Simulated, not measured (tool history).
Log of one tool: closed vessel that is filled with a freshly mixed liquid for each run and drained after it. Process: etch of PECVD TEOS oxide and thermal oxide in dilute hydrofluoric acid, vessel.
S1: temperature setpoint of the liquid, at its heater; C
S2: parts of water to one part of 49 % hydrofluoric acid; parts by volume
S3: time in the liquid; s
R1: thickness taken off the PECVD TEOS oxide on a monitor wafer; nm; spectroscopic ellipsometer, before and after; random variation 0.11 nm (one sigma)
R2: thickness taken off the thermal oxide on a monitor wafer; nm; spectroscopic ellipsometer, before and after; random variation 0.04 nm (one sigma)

{"run": 1, "day": 0.0, "S1": 23, "S2": 270, "S3": 380, "R1": 10.697, "R2": 4.2873}
{"run": 2, "day": 0.333, "S1": 23, "S2": 205, "S3": 380, "R1": 15.073, "R2": 5.955}
{"run": 3, "day": 0.604, "S1": 23, "S2": 270, "S3": 380, "R1": 10.731, "R2": 4.3311}
{"run": 4, "day": 0.95, "S1": 23, "S2": 190, "S3": 380, "R1": 16.374, "R2": 6.7226}
{"run": 5, "day": 1.008, "S1": 22, "S2": 190, "S3": 380, "R1": 15.933, "R2": 6.4786}
{"run": 6, "day": 1.279, "S1": 22, "S2": 275, "S3": 380, "R1": 10.162, "R2": 4.1264}
{"run": 7, "day": 1.333, "S1": 23, "S2": 270, "S3": 380, "R1": 10.605, "R2": 4.3802}

Forecast run 8:
{"run": 8, "day": 1.65, "S1": 24, "S2": 265, "S3": 380, "R1": "?", "R2": "?"}

R1: 11.371 nm
R2: 4.6611 nm
